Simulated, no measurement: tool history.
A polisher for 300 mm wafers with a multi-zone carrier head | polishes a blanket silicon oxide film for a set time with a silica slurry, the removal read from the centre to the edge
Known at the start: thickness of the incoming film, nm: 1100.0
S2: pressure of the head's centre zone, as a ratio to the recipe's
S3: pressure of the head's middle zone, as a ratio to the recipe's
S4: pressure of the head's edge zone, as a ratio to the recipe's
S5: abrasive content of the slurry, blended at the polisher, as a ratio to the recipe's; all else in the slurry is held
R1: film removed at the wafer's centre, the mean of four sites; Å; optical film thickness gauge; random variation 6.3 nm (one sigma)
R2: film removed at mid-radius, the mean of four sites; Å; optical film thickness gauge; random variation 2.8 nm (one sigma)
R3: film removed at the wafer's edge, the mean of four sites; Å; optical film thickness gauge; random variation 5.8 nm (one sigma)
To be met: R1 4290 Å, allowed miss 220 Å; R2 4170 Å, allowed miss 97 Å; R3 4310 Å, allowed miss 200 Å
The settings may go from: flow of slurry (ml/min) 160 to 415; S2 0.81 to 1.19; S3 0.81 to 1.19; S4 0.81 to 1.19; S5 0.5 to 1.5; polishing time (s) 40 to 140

{"run": 1, "hour": 0.0, "flow of slurry (ml/min)": 265, "S2": 1, "S3": 1, "S4": 1, "S5": 1, "polishing time (s)": 90, "R1": 3162.4, "R2": 3205, "R3": 3009.3}
{"run": 2, "hour": 4.7, "flow of slurry (ml/min)": 240, "S2": 1, "S3": 1, "S4": 1, "S5": 1, "polishing time (s)": 90, "R1": 3102.2, "R2": 3200.3, "R3": 3001.3}
{"run": 3, "hour": 7.3, "flow of slurry (ml/min)": 240, "S2": 1.08, "S3": 1, "S4": 1, "S5": 1, "polishing time (s)": 90, "R1": 3394.5, "R2": 3144.5, "R3": 3069.3}
{"run": 4, "hour": 8.1, "flow of slurry (ml/min)": 240, "S2": 1.08, "S3": 1, "S4": 1, "S5": 1, "polishing time (s)": 101, "R1": 3722.4, "R2": 3523.1, "R3": 3467.8}
{"run": 5, "hour": 13.6, "flow of slurry (ml/min)": 240, "S2": 1.08, "S3": 1, "S4": 1, "S5": 0.85, "polishing time (s)": 101, "R1": 3489.9, "R2": 3327.4, "R3": 3224.4}
{"run": 6, "hour": 21.6, "flow of slurry (ml/min)": 225, "S2": 1.09, "S3": 1.02, "S4": 1.05, "S5": 0.95, "polishing time (s)": 101, "R1": 3646.9, "R2": 3482.6, "R3": 3475.8}
{"run": 7, "hour": 29.0, "flow of slurry (ml/min)": 225, "S2": 1.1, "S3": 1.05, "S4": 1.09, "S5": 1.05, "polishing time (s)": 101, "R1": 3748.8, "R2": 3731.5, "R3": 3639.1}
{"run": 8, "hour": 29.8, "flow of slurry (ml/min)": 220, "S2": 1.11, "S3": 1.05, "S4": 1.11, "S5": 1.15, "polishing time (s)": 102, "R1": 3927.4, "R2": 3827.9, "R3": 3800.1}
{"run": 9, "hour": 36.2, "flow of slurry (ml/min)": 225, "S2": 1.11, "S3": 1.05, "S4": 1.13, "S5": 1.2, "polishing time (s)": 103, "R1": 4161.9, "R2": 3954.6, "R3": 3804.4}
{"run": 10, "hour": 38.2, "flow of slurry (ml/min)": 205, "S2": 1.11, "S3": 1.05, "S4": 1.15, "S5": 1.2, "polishing time (s)": 106, "R1": 4271.9, "R2": 4006.7, "R3": 3976}
{"run": 11, "hour": 44.1, "flow of slurry (ml/min)": 190, "S2": 1.08, "S3": 1.04, "S4": 1.16, "S5": 1.2, "polishing time (s)": 108, "R1": 4122.2, "R2": 3999.2, "R3": 4143.2}
{"run": 12, "hour": 50.8, "flow of slurry (ml/min)": 190, "S2": 1.08, "S3": 1.04, "S4": 1.17, "S5": 1.2, "polishing time (s)": 108, "R1": 4139.5, "R2": 4030.2, "R3": 4142.3}
{"run": 13, "hour": 59.8, "flow of slurry (ml/min)": 190, "S2": 1.08, "S3": 1.04, "S4": 1.17, "S5": 1.2, "polishing time (s)": 108, "R1": 4041, "R2": 4009.5, "R3": 4151.5}

5 next moves are on the table. One of them brings every result within its allowed miss. Which?
{"run": "A", "hour": 68.8, "flow of slurry (ml/min)": 190, "S2": 0.95, "S3": 0.98, "S4": 1.19, "S5": 1.15, "polishing time (s)": 111, "R1": "?", "R2": "?", "R3": "?"}
{"run": "B", "hour": 68.8, "flow of slurry (ml/min)": 160, "S2": 1.01, "S3": 0.93, "S4": 1.19, "S5": 1.15, "polishing time (s)": 121, "R1": "?", "R2": "?", "R3": "?"}
{"run": "C", "hour": 68.8, "flow of slurry (ml/min)": 160, "S2": 0.94, "S3": 1.09, "S4": 1.19, "S5": 0.95, "polishing time (s)": 119, "R1": "?", "R2": "?", "R3": "?"}
{"run": "D", "hour": 68.8, "flow of slurry (ml/min)": 190, "S2": 1.09, "S3": 1.05, "S4": 1.19, "S5": 1.35, "polishing time (s)": 107, "R1": "?", "R2": "?", "R3": "?"}
{"run": "E", "hour": 68.8, "flow of slurry (ml/min)": 200, "S2": 1.17, "S3": 1.17, "S4": 1.09, "S5": 1.35, "polishing time (s)": 100, "R1": "?", "R2": "?", "R3": "?"}

move=A R1=3690.2 R2=3870.7 R3=4311.2
move=B R1=4090.5 R2=3899.2 R3=4585.4
move=C R1=3538.5 R2=4116 R3=4222.3
move=D R1=4251.7 R2=4162.3 R3=4371.9
move=E R1=4289.3 R2=4305.7 R3=3925.2
A: further off than the last run
B: further off than the last run
C: brings the result that was furthest off to its target, and leaves another outside
D: meets every target
E: takes the result that was furthest off past its target
Answer: D

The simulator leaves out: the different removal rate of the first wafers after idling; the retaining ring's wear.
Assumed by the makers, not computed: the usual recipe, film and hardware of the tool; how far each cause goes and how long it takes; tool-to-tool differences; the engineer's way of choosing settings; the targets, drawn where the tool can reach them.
